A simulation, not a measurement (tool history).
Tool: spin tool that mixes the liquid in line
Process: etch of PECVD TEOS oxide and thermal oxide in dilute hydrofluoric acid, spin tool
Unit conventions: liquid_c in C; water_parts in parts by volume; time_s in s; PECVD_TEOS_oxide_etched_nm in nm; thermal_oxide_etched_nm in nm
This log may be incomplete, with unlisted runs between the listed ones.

Run 1, hour 0.0: liquid_c 25.0 C, water_parts 135 parts by volume, time_s 80 s. Result: PECVD_TEOS_oxide_etched_nm 6.9613 nm, thermal_oxide_etched_nm 3.1261 nm.
Run 2, hour 1.5: liquid_c 28.5 C, water_parts 135 parts by volume, time_s 80 s. Result: PECVD_TEOS_oxide_etched_nm 8.0660 nm, thermal_oxide_etched_nm 3.5140 nm.
Run 3, hour 6.3: liquid_c 25.5 C, water_parts 135 parts by volume, time_s 80 s. Result: PECVD_TEOS_oxide_etched_nm 7.1647 nm, thermal_oxide_etched_nm 3.1561 nm.
Run 4, hour 12.9: liquid_c 25.5 C, water_parts 95 parts by volume, time_s 80 s. Result: PECVD_TEOS_oxide_etched_nm 10.7030 nm, thermal_oxide_etched_nm 4.8102 nm.
Run 5, hour 18.3: liquid_c 24.5 C, water_parts 120 parts by volume, time_s 80 s. Result: PECVD_TEOS_oxide_etched_nm 7.9094 nm, thermal_oxide_etched_nm 3.4737 nm.
Run 6, hour 24.5: liquid_c 23.5 C, water_parts 140 parts by volume, time_s 80 s. Result: PECVD_TEOS_oxide_etched_nm 6.4167 nm, thermal_oxide_etched_nm 2.8197 nm.
Run 7, hour 30.1: liquid_c 22.5 C, water_parts 155 parts by volume, time_s 80 s. Result: PECVD_TEOS_oxide_etched_nm 5.5029 nm, thermal_oxide_etched_nm 2.3931 nm.
Run 8, hour 31.2: liquid_c 18.5 C, water_parts 210 parts by volume, time_s 70 s. Result: PECVD_TEOS_oxide_etched_nm 2.8374 nm, thermal_oxide_etched_nm 1.2705 nm.

Run 9 comes next. What will it give?
Run 9, hour 38.6: liquid_c 18.5 C, water_parts 215 parts by volume, time_s 70 s. Result: PECVD_TEOS_oxide_etched_nm ?, thermal_oxide_etched_nm ?.

{"run 9": {"PECVD_TEOS_oxide_etched_nm": 2.7826, "thermal_oxide_etched_nm": 1.2319}}

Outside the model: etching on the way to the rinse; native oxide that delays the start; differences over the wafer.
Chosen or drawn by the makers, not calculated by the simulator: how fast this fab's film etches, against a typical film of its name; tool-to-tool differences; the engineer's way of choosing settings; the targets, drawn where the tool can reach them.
